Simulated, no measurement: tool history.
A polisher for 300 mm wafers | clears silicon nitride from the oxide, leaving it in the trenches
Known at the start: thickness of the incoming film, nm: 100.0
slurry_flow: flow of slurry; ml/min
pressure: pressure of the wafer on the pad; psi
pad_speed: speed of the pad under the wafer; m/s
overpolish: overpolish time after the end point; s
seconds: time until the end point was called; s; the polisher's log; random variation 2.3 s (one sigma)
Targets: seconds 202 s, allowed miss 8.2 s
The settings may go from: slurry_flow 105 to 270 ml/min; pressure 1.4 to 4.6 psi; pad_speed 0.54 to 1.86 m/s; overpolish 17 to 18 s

Run 1, hour 0: slurry_flow 175 ml/min, pressure 3 psi, pad_speed 1.18 m/s, overpolish 17 s. Result: seconds 112.05 s.
Run 2, hour 8.4: slurry_flow 175 ml/min, pressure 3 psi, pad_speed 1.06 m/s, overpolish 17 s. Result: seconds 123.47 s.
Run 3, hour 14.6: slurry_flow 175 ml/min, pressure 2.8 psi, pad_speed 1.06 m/s, overpolish 17 s. Result: seconds 135.43 s.
Run 4, hour 22.4: slurry_flow 175 ml/min, pressure 2.8 psi, pad_speed 1.3 m/s, overpolish 17 s. Result: seconds 112.97 s.
Run 5, hour 26.2: slurry_flow 175 ml/min, pressure 2.6 psi, pad_speed 1.3 m/s, overpolish 17 s. Result: seconds 122.16 s.
Run 6, hour 33.9: slurry_flow 175 ml/min, pressure 2.4 psi, pad_speed 1.3 m/s, overpolish 17 s. Result: seconds 134.82 s.
Run 7, hour 34.9: slurry_flow 175 ml/min, pressure 2.3 psi, pad_speed 1.3 m/s, overpolish 17 s. Result: seconds 137.19 s.
Run 8, hour 38.4: slurry_flow 175 ml/min, pressure 2.2 psi, pad_speed 1.3 m/s, overpolish 17 s. Result: seconds 142.93 s.
Run 9, hour 39.8: slurry_flow 175 ml/min, pressure 2.1 psi, pad_speed 1.3 m/s, overpolish 17 s. Result: seconds 150.96 s.
Run 10, hour 43.2: slurry_flow 170 ml/min, pressure 1.4 psi, pad_speed 1.26 m/s, overpolish 17 s. Result: seconds 226.34 s.
Run 11, hour 48.7: slurry_flow 175 ml/min, pressure 1.4 psi, pad_speed 1.26 m/s, overpolish 17 s. Result: seconds 223.7 s.
Run 12, hour 55.9: slurry_flow 190 ml/min, pressure 1.7 psi, pad_speed 1.26 m/s, overpolish 17 s. Result: seconds 187.89 s.
Run 13, hour 59: slurry_flow 185 ml/min, pressure 1.7 psi, pad_speed 1.26 m/s, overpolish 17 s. Result: seconds 184.13 s.
Run 14, hour 65.4: slurry_flow 185 ml/min, pressure 1.7 psi, pad_speed 1.26 m/s, overpolish 17 s. Result: seconds 186.59 s.

Which of these 4 next moves meets every target?
Run A, hour 71.8: slurry_flow 205 ml/min, pressure 1.6 psi, pad_speed 1.2 m/s, overpolish 17 s. Result: seconds ?.
Run B, hour 71.8: slurry_flow 180 ml/min, pressure 1.5 psi, pad_speed 1.18 m/s, overpolish 17 s. Result: seconds ?.
Run C, hour 71.8: slurry_flow 185 ml/min, pressure 1.5 psi, pad_speed 1.16 m/s, overpolish 18 s. Result: seconds ?.
Run D, hour 71.8: slurry_flow 215 ml/min, pressure 1.7 psi, pad_speed 1.34 m/s, overpolish 17 s. Result: seconds ?.

move  seconds
   A    202.5
   B   220.78
   C   222.99
   D   175.04
A: meets every target
B: takes the result that was furthest off past its target
C: takes the result that was furthest off past its target
D: further off than the last run
Move A is the one to make.
